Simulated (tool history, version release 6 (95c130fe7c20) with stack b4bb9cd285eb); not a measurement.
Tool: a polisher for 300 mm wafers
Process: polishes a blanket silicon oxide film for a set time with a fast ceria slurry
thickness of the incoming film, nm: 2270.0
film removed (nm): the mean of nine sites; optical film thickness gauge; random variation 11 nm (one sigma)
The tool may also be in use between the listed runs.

| run | hour | flow of slurry (ml/min) | pressure of the wafer on the pad (psi) | speed of the pad under the wafer (cm/s) | polishing time (s) | film removed (nm) |
|---|---|---|---|---|---|---|
| 1 | 0.0 | 265 | 2.5 | 120 | 65 | 1200.70 |
| 2 | 5.8 | 290 | 2.5 | 120 | 65 | 1214.30 |
| 3 | 10.0 | 290 | 2.5 | 150 | 65 | 1475.90 |
| 4 | 11.0 | 290 | 2.4 | 150 | 65 | 1415.90 |
|  | 13.1 | worn pad replaced by a new one |
| 5 | 13.1 | 245 | 2.4 | 150 | 65 | 1539.00 |
| 6 | 18.6 | 245 | 1.9 | 150 | 65 | 1201.80 |
| 7 | 25.3 | 255 | 1.9 | 150 | 65 | 1238.80 |
| 8 | 28.6 | 260 | 1.8 | 150 | 65 | 1162.50 |
| 9 | 37.0 | 260 | 1.4 | 150 | 65 | 905.56 |
| 10 | 44.1 | 260 | 1.6 | 150 | 65 | 1048.90 |
| 11 | 48.5 | 265 | 1.6 | 150 | 65 | 1036.30 |
| 12 | 54.1 | 270 | 1.6 | 150 | 65 | 1047.20 |

Forecast run 13:
| 13 | 59.9 | 265 | 1.4 | 150 | 65 | ? |

{"run 13": {"film removed (nm)": 892.16}}
